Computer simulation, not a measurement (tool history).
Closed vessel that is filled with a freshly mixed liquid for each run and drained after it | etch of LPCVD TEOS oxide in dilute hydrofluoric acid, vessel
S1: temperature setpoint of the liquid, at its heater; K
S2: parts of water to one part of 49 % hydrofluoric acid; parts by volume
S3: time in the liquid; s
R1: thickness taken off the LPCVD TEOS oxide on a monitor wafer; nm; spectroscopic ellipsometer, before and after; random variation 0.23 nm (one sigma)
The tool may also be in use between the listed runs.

run	hour	S1	S2	S3	R1
1	0	298.15	125	55	14.837
2	1	296.15	125	55	13.707
3	8.7	297.15	120	55	15.033
4	16.1	297.15	120	35	9.5515
5	23.8	298.15	110	35	10.826
6	29.8	299.65	110	35	11.509
7	36.3	300.65	100	40	15.658
8	39.2	301.15	95	40	16.403

The next listed run, before its measurement:
9	48	305.15	60	40	?

Run 9 gave R1 31.677 nm.
